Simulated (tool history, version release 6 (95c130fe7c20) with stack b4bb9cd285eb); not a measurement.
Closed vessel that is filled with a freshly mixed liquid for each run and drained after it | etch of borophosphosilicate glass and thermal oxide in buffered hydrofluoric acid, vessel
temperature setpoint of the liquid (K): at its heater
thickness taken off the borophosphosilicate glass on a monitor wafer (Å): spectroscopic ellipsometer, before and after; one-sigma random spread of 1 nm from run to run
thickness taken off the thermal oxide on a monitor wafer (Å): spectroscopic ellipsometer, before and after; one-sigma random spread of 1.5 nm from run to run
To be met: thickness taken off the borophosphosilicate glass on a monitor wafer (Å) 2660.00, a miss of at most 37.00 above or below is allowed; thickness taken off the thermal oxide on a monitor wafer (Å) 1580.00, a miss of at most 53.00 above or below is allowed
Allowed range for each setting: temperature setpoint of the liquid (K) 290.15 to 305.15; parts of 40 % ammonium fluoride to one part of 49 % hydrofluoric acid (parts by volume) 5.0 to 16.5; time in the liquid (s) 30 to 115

| run | day | temperature setpoint of the liquid (K) | parts of 40 % ammonium fluoride to one part of 49 % hydrofluoric acid (parts by volume) | time in the liquid (s) | thickness taken off the borophosphosilicate glass on a monitor wafer (Å) | thickness taken off the thermal oxide on a monitor wafer (Å) |
|---|---|---|---|---|---|---|
| 1 | 0.000 | 298.15 | 10.0 | 60 | 1153.10 | 694.13 |
| 2 | 0.196 | 298.15 | 10.0 | 50 | 963.59 | 577.78 |
| 3 | 0.517 | 298.15 | 7.5 | 50 | 1261.30 | 746.24 |
| 4 | 0.671 | 298.15 | 10.0 | 50 | 971.13 | 579.02 |
| 5 | 0.962 | 299.65 | 9.0 | 50 | 1112.90 | 681.33 |
| 6 | 1.229 | 299.65 | 9.0 | 70 | 1573.50 | 922.53 |
| 7 | 1.321 | 303.65 | 6.0 | 70 | 2903.30 | 1727.80 |
| 8 | 1.358 | 303.15 | 6.0 | 70 | 2827.00 | 1692.50 |

Consider the 4 candidate settings below. Which is the only one whose results all fall within their allowed miss of target?
| A | 1.396 | 302.65 | 5.5 | 65 | ? | ? |
| B | 1.396 | 297.15 | 7.0 | 115 | ? | ? |
| C | 1.396 | 305.15 | 6.5 | 70 | ? | ? |
| D | 1.396 | 305.15 | 5.5 | 55 | ? | ? |

| move | thickness taken off the borophosphosilicate glass on a monitor wafer (Å) | thickness taken off the thermal oxide on a monitor wafer (Å) |
|---|---|---|
| A | 2775.80 | 1646.30 |
| B | 2973.70 | 1764.80 |
| C | 2938.60 | 1750.90 |
| D | 2670.70 | 1586.60 |
A: gains on the last run, yet a result remains outside its allowed miss
B: lands further from the targets than the last run did
C: lands further from the targets than the last run did
D: in spec on every target
D is the move that brings every result within its allowed miss.

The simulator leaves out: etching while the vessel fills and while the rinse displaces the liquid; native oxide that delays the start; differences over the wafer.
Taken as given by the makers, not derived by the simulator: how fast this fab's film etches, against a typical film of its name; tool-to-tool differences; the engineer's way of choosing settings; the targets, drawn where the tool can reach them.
